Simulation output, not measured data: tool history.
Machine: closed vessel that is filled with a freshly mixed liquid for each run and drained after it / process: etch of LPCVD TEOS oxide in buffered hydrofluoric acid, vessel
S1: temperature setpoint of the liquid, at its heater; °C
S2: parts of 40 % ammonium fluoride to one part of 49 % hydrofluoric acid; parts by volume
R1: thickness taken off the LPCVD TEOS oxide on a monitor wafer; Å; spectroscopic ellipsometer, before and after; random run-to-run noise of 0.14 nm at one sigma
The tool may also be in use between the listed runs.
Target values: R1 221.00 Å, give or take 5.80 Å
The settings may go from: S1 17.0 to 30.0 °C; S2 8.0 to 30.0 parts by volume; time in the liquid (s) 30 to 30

Run 1, day 0.000: S1 22.0 °C, S2 22.5 parts by volume, time in the liquid (s) 30. Result: R1 325.08 Å.
Run 2, day 0.346: S1 20.5 °C, S2 23.5 parts by volume, time in the liquid (s) 30. Result: R1 294.39 Å.
Run 3, day 0.450: S1 19.5 °C, S2 24.5 parts by volume, time in the liquid (s) 30. Result: R1 270.91 Å.
Run 4, day 0.479: S1 19.0 °C, S2 25.5 parts by volume, time in the liquid (s) 30. Result: R1 252.17 Å.
Run 5, day 0.596: S1 18.5 °C, S2 26.0 parts by volume, time in the liquid (s) 30. Result: R1 244.25 Å.
At day 0.871: hydrofluoric acid flow meter replaced.
Run 6, day 0.871: S1 18.0 °C, S2 26.0 parts by volume, time in the liquid (s) 30. Result: R1 259.62 Å.
Run 7, day 1.004: S1 18.0 °C, S2 26.0 parts by volume, time in the liquid (s) 30. Result: R1 258.06 Å.
Run 8, day 1.229: S1 17.5 °C, S2 27.0 parts by volume, time in the liquid (s) 30. Result: R1 243.32 Å.
Run 9, day 1.254: S1 17.5 °C, S2 28.0 parts by volume, time in the liquid (s) 30. Result: R1 239.45 Å.

Consider the 4 candidate settings below. Which is the only one whose results all fall within their allowed miss of target?
Run A, day 1.279: S1 17.5 °C, S2 26.0 parts by volume, time in the liquid (s) 30. Result: R1 ?.
Run B, day 1.279: S1 19.5 °C, S2 27.0 parts by volume, time in the liquid (s) 30. Result: R1 ?.
Run C, day 1.279: S1 17.0 °C, S2 26.0 parts by volume, time in the liquid (s) 30. Result: R1 ?.
Run D, day 1.279: S1 17.0 °C, S2 30.0 parts by volume, time in the liquid (s) 30. Result: R1 ?.

move      R1
   A  249.82
   B  272.68
   C  242.77
   D  219.83
A: moves away from the targets compared with the last run
B: moves away from the targets compared with the last run
C: moves away from the targets compared with the last run
D: each result inside its tolerance
D meets every target.
